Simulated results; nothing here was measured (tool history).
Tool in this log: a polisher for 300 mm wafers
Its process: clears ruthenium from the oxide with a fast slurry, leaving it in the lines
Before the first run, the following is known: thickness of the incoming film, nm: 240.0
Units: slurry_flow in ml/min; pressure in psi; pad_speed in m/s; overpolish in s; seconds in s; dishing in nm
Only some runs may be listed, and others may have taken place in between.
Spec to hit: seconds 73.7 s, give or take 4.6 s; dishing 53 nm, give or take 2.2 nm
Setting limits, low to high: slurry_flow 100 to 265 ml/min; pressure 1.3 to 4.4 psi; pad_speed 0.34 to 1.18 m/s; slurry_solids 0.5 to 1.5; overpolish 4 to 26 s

{"run": 1, "hour": 0.0, "slurry_flow": 170, "pressure": 2.8, "pad_speed": 0.76, "slurry_solids": 1, "overpolish": 13, "seconds": 70.562, "dishing": 34.688}
{"run": 2, "hour": 3.9, "slurry_flow": 170, "pressure": 2.8, "pad_speed": 0.62, "slurry_solids": 1, "overpolish": 13, "seconds": 80.852, "dishing": 31.674}
{"run": 3, "hour": 6.2, "slurry_flow": 165, "pressure": 2.9, "pad_speed": 0.6, "slurry_solids": 1.05, "overpolish": 15, "seconds": 83.585, "dishing": 36.358}
{"run": 4, "hour": 9.1, "slurry_flow": 165, "pressure": 2.9, "pad_speed": 0.6, "slurry_solids": 0.85, "overpolish": 15, "seconds": 89.23, "dishing": 33.962}
{"run": 5, "hour": 12.0, "slurry_flow": 160, "pressure": 3.1, "pad_speed": 0.6, "slurry_solids": 0.85, "overpolish": 16, "seconds": 81.907, "dishing": 38.157}
{"run": 6, "hour": 20.3, "slurry_flow": 160, "pressure": 3.1, "pad_speed": 0.6, "slurry_solids": 0.85, "overpolish": 10, "seconds": 81.454, "dishing": 25.152}
{"run": 7, "hour": 24.5, "slurry_flow": 160, "pressure": 3.2, "pad_speed": 0.58, "slurry_solids": 0.95, "overpolish": 13, "seconds": 80.554, "dishing": 32.975}
{"run": 8, "hour": 30.6, "slurry_flow": 155, "pressure": 3.5, "pad_speed": 0.56, "slurry_solids": 1.2, "overpolish": 19, "seconds": 68.232, "dishing": 51.764}
{"run": 9, "hour": 37.2, "slurry_flow": 150, "pressure": 3.4, "pad_speed": 0.56, "slurry_solids": 1.2, "overpolish": 19, "seconds": 71.97, "dishing": 50.444}

Exactly one of the 5 candidate moves below puts every result within its allowed miss. Which one?
{"run": "A", "hour": 43.8, "slurry_flow": 175, "pressure": 3.6, "pad_speed": 0.56, "slurry_solids": 1.35, "overpolish": 19, "seconds": "?", "dishing": "?"}
{"run": "B", "hour": 43.8, "slurry_flow": 105, "pressure": 3.2, "pad_speed": 0.64, "slurry_solids": 1.1, "overpolish": 19, "seconds": "?", "dishing": "?"}
{"run": "C", "hour": 43.8, "slurry_flow": 190, "pressure": 4.3, "pad_speed": 0.36, "slurry_solids": 1.4, "overpolish": 18, "seconds": "?", "dishing": "?"}
{"run": "D", "hour": 43.8, "slurry_flow": 155, "pressure": 3.3, "pad_speed": 0.58, "slurry_solids": 1.3, "overpolish": 16, "seconds": "?", "dishing": "?"}
{"run": "E", "hour": 43.8, "slurry_flow": 150, "pressure": 3.3, "pad_speed": 0.54, "slurry_solids": 1.2, "overpolish": 21, "seconds": "?", "dishing": "?"}

move=A seconds=63.274 dishing=55.688
move=B seconds=74.249 dishing=48.514
move=C seconds=69.341 dishing=49.123
move=D seconds=68.793 dishing=44.61
move=E seconds=74.404 dishing=52.813
A: takes the biggest miss from the last run beyond its target
B: its largest miss is bigger than the last run's
C: its largest miss is bigger than the last run's
D: its largest miss is bigger than the last run's
E: all results land within tolerance of their targets
So the answer is move E, the one that meets all the targets.
